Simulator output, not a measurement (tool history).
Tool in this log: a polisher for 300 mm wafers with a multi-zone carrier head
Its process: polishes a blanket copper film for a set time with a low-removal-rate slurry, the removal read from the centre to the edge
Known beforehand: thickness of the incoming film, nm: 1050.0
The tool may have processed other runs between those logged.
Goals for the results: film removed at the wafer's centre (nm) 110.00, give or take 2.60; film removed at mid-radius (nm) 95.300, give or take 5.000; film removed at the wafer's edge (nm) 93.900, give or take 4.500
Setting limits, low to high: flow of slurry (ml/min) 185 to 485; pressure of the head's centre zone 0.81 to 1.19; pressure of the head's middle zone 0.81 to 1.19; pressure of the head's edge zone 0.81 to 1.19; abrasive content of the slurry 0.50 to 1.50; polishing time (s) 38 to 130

run   hour  flow of slurry (ml/min)  pressure of the head's centre zone  pressure of the head's middle zone  pressure of the head's edge zone  abrasive content of the slurry  polishing time (s)  film removed at the wafer's centre (nm)  film removed at mid-radius (nm)  film removed at the wafer's edge (nm)
  1    0.0                      310                                1.00                                1.00                              1.00                            1.00                  84                                   153.60                          140.670                                136.350
  2    6.3                      315                                0.99                                0.98                              0.97                            0.90                  81                                   141.85                          134.670                                126.980
  3    8.4                      310                                1.00                                0.95                              0.96                            0.80                  78                                   134.32                          117.830                                118.490
  4   17.1                      370                                1.00                                0.95                              0.96                            0.80                  78                                   136.63                          122.820                                117.550
  5   19.7                      370                                1.06                                0.95                              0.96                            0.80                  78                                   148.01                          122.940                                120.750
      22.5  -- centre zone pressure recalibrated
  6   22.5                      380                                1.04                                0.93                              0.94                            0.75                  77                                   125.68                          121.450                                113.460
  7   26.1                      380                                1.04                                0.93                              0.94                            0.75                  77                                   127.07                          117.910                                114.840
  8   26.8                      370                                1.06                                0.93                              0.93                            0.70                  75                                   124.20                          111.210                                113.090
  9   32.0                      395                                1.07                                0.92                              0.94                            0.70                  72                                   119.65                          107.320                                107.310
 10   38.7                      395                                1.07                                0.92                              0.94                            0.70                  72                                   120.67                          107.170                                107.040
 11   45.2                      415                                1.09                                0.91                              0.93                            0.70                  70                                   120.63                          103.210                                104.390
 12   52.7                      425                                1.09                                0.90                              0.92                            0.70                  69                                   116.10                          101.920                                103.580
 13   56.5                      435                                1.11                                0.91                              0.90                            0.70                  68                                   117.75                          102.010                                 98.191
 14   62.5                      435                                1.11                                0.90                              0.89                            0.70                  68                                   117.62                           99.929                                102.150
 15   70.4                      395                                1.12                                0.93                              0.88                            0.50                  66                                   107.22                           92.560                                 89.829
 16   72.3                      400                                1.12                                0.93                              0.89                            0.50                  66                                   106.44                           92.032                                 89.439
 17   79.4                      400                                1.13                                0.94                              0.95                            0.60                  67                                   112.83                           98.438                                 97.521
 18   80.8                      400                                1.13                                0.94                              0.94                            0.60                  67                                   113.53                           98.562                                 98.207
 19   86.5                      400                                1.13                                0.94                              0.93                            0.60                  67                                   113.78                           97.913                                 96.462
 20   87.3                      400                                1.13                                0.94                              0.92                            0.60                  67                                   114.12                           97.733                                 95.720
 21   94.6                      400                                1.13                                0.94                              0.91                            0.60                  67                                   113.91                          101.460                                 95.647
 22   99.3                      400                                1.13                                0.93                              0.90                            0.60                  67                                   114.19                           96.312                                 94.842
 23  106.4                      400                                1.13                                0.93                              0.90                            0.60                  67                                   113.69                           98.131                                 93.249

5 candidate next runs follow, results not yet known. Just one meets every target within its allowed miss. Identify it.
  A  113.5                      355                                1.15                                0.91                              0.81                            0.60                  70                                        ?                                ?                                      ?
  B  113.5                      435                                1.15                                0.95                              0.96                            0.50                  66                                        ?                                ?                                      ?
  C  113.5                      395                                1.15                                0.98                              0.85                            0.60                  69                                        ?                                ?                                      ?
  D  113.5                      440                                1.10                                0.99                              0.88                            0.50                  71                                        ?                                ?                                      ?
  E  113.5                      350                                1.13                                0.92                              0.86                            0.50                  71                                        ?                                ?                                      ?

move  film removed at the wafer's centre (nm)  film removed at mid-radius (nm)  film removed at the wafer's edge (nm)
   A                                   118.58                          101.700                                 91.827
   B                                   109.25                           96.921                                 90.839
   C                                   118.09                          107.600                                 93.004
   D                                   112.51                          108.070                                 93.868
   E                                   113.28                           99.796                                 91.700
A: the biggest miss grows against the last run
B: each result inside its tolerance
C: the biggest miss grows against the last run
D: corrects the largest miss of the last run, while another result sits out of spec
E: moves toward the targets from the last run without getting all of them in spec
Move B is the one to make.

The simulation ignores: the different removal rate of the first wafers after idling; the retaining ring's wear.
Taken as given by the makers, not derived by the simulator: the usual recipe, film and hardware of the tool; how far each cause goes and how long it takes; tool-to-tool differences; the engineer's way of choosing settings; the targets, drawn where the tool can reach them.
